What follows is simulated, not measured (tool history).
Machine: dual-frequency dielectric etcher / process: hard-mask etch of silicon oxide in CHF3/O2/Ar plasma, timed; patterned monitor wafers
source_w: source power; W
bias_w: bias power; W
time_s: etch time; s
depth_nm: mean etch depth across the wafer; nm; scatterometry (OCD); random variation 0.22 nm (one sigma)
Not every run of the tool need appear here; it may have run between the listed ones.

run 1 hour=0.0 | source_w=650 bias_w=233 time_s=20.5 | depth_nm=44.010
run 2 hour=5.7 | source_w=740 bias_w=233 time_s=20.5 | depth_nm=46.174
run 3 hour=6.7 | source_w=740 bias_w=275 time_s=20.5 | depth_nm=48.767
run 4 hour=9.7 | source_w=650 bias_w=256 time_s=20.5 | depth_nm=45.389
run 5 hour=17.7 | source_w=650 bias_w=283 time_s=20.5 | depth_nm=46.321
run 6 hour=26.4 | source_w=550 bias_w=283 time_s=20.5 | depth_nm=44.385
run 7 hour=29.9 | source_w=500 bias_w=264 time_s=20.5 | depth_nm=41.569
run 8 hour=32.8 | source_w=470 bias_w=257 time_s=20.5 | depth_nm=40.397

Predict the results of run 9:
run 9 hour=37.6 | source_w=450 bias_w=253 time_s=20.5 | depth_nm=?

Logged for run 9: depth_nm 39.744 nm.
